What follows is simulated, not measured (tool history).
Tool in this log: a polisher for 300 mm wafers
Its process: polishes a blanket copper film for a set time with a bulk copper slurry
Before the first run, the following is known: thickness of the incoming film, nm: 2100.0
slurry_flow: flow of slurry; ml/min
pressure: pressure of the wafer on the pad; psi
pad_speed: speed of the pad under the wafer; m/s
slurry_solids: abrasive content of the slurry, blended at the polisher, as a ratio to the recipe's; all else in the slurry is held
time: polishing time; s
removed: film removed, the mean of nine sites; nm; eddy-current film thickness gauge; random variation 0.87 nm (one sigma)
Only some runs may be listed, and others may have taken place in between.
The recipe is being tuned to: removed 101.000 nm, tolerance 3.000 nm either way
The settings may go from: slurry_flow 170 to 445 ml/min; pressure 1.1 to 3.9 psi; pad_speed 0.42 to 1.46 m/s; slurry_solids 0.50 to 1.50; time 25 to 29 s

| run | hour | slurry_flow | pressure | pad_speed | slurry_solids | time | removed |
|---|---|---|---|---|---|---|---|
| 1 | 0.0 | 285 | 2.5 | 0.94 | 1.00 | 29 | 226.260 |
| 2 | 6.1 | 285 | 2.5 | 0.78 | 1.00 | 29 | 184.090 |
| 3 | 7.8 | 285 | 2.4 | 0.78 | 1.00 | 29 | 182.250 |
| 4 | 9.2 | 285 | 2.1 | 0.78 | 1.00 | 29 | 159.570 |
| 5 | 10.6 | 285 | 2.0 | 0.78 | 1.00 | 29 | 151.460 |
| 6 | 16.1 | 285 | 1.9 | 0.78 | 1.00 | 29 | 141.880 |
| 7 | 20.1 | 285 | 1.8 | 0.78 | 1.00 | 29 | 134.420 |
| 8 | 22.3 | 280 | 1.1 | 0.78 | 1.00 | 29 | 85.749 |
| 9 | 26.1 | 285 | 1.1 | 0.78 | 1.00 | 29 | 84.297 |

Which one of the following 4 next-run settings gets every result inside its allowed miss? There is exactly one.
| A | 29.9 | 380 | 1.1 | 0.96 | 1.15 | 25 | ? |
| B | 29.9 | 300 | 1.1 | 0.78 | 1.00 | 25 | ? |
| C | 29.9 | 320 | 1.2 | 0.84 | 0.95 | 27 | ? |
| D | 29.9 | 265 | 1.1 | 1.06 | 1.25 | 25 | ? |

| move | removed |
|---|---|
| A | 94.849 |
| B | 74.342 |
| C | 93.186 |
| D | 102.470 |
A: nearer the targets than the last run, but a result is still out of spec
B: lands further from the targets than the last run did
C: nearer the targets than the last run, but a result is still out of spec
D: in spec on every target
Correct choice: D, which meets every target
